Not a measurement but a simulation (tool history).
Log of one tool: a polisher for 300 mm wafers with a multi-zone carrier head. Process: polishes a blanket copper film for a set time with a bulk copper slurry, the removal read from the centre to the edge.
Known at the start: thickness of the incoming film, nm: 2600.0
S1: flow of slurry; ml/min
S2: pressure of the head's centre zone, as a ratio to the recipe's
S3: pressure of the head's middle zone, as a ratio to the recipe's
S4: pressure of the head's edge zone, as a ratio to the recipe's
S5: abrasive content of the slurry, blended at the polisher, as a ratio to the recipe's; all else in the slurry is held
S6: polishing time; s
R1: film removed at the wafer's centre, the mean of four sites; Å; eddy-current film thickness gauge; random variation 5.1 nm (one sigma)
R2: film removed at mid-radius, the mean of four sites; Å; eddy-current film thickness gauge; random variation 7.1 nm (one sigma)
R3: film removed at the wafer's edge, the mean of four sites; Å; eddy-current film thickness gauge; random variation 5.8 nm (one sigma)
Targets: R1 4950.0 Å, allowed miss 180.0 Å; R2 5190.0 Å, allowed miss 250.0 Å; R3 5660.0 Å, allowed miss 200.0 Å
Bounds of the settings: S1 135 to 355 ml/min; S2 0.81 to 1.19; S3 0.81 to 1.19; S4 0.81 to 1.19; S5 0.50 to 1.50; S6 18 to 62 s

run 1 hour=0.0 | S1=225 S2=1.00 S3=1.00 S4=1.00 S5=1.00 S6=40 | R1=7026.4 R2=6612.6 R3=6786.9
run 2 hour=6.9 | S1=225 S2=0.93 S3=1.00 S4=1.00 S5=1.00 S6=40 | R1=6510.7 R2=6458.6 R3=6979.0
run 3 hour=8.2 | S1=225 S2=0.89 S3=1.00 S4=1.00 S5=1.00 S6=40 | R1=6219.3 R2=6674.6 R3=6901.1
run 4 hour=9.1 | S1=225 S2=0.89 S3=0.92 S4=1.00 S5=1.00 S6=40 | R1=6174.4 R2=6116.5 R3=6858.4
run 5 hour=10.3 | S1=225 S2=0.82 S3=0.92 S4=1.00 S5=1.00 S6=40 | R1=5737.0 R2=6190.9 R3=6933.6
run 6 hour=18.8 | S1=220 S2=0.82 S3=0.91 S4=0.98 S5=0.95 S6=40 | R1=5587.9 R2=6073.9 R3=6586.4
run 7 hour=21.0 | S1=215 S2=0.82 S3=0.90 S4=0.97 S5=0.90 S6=40 | R1=5456.0 R2=5899.6 R3=6379.2
run 8 hour=26.9 | S1=210 S2=0.82 S3=0.89 S4=0.96 S5=0.90 S6=40 | R1=5445.5 R2=5805.7 R3=6511.6
run 9 hour=29.0 | S1=210 S2=0.82 S3=0.89 S4=0.95 S5=0.85 S6=40 | R1=5387.7 R2=5643.4 R3=6311.4
run 10 hour=37.8 | S1=205 S2=0.82 S3=0.89 S4=0.94 S5=0.85 S6=40 | R1=5324.2 R2=5620.0 R3=6313.0
run 11 hour=39.5 | S1=210 S2=0.82 S3=0.89 S4=0.93 S5=0.80 S6=40 | R1=5306.7 R2=5627.4 R3=6117.4
run 12 hour=45.5 | S1=205 S2=0.82 S3=0.89 S4=0.92 S5=0.80 S6=40 | R1=5313.4 R2=5589.0 R3=6138.4
run 13 hour=47.3 | S1=200 S2=0.82 S3=0.89 S4=0.91 S5=0.80 S6=40 | R1=5130.8 R2=5546.9 R3=6127.6
run 14 hour=49.7 | S1=200 S2=0.82 S3=0.89 S4=0.90 S5=0.75 S6=40 | R1=5195.6 R2=5469.9 R3=5847.8
run 15 hour=56.1 | S1=195 S2=0.82 S3=0.89 S4=0.90 S5=0.75 S6=40 | R1=5043.9 R2=5485.0 R3=5891.3
run 16 hour=58.1 | S1=195 S2=0.82 S3=0.89 S4=0.89 S5=0.75 S6=40 | R1=4961.4 R2=5295.0 R3=5877.7

Which of these 4 next moves meets every target?
run A hour=60.1 | S1=195 S2=0.83 S3=0.89 S4=0.88 S5=0.85 S6=37 | R1=? R2=? R3=?
run B hour=60.1 | S1=135 S2=0.81 S3=0.85 S4=1.00 S5=0.60 S6=46 | R1=? R2=? R3=?
run C hour=60.1 | S1=255 S2=0.81 S3=0.85 S4=0.93 S5=1.20 S6=34 | R1=? R2=? R3=?
run D hour=60.1 | S1=165 S2=0.81 S3=0.91 S4=0.95 S5=0.70 S6=42 | R1=? R2=? R3=?

move=A R1=4861.8 R2=5153.6 R3=5693.8
move=B R1=4784.9 R2=5061.7 R3=6301.3
move=C R1=5054.4 R2=5268.7 R3=6139.8
move=D R1=4874.9 R2=5413.4 R3=6134.4
A: meets every target
B: further off than the last run
C: further off than the last run
D: further off than the last run
Answer: A

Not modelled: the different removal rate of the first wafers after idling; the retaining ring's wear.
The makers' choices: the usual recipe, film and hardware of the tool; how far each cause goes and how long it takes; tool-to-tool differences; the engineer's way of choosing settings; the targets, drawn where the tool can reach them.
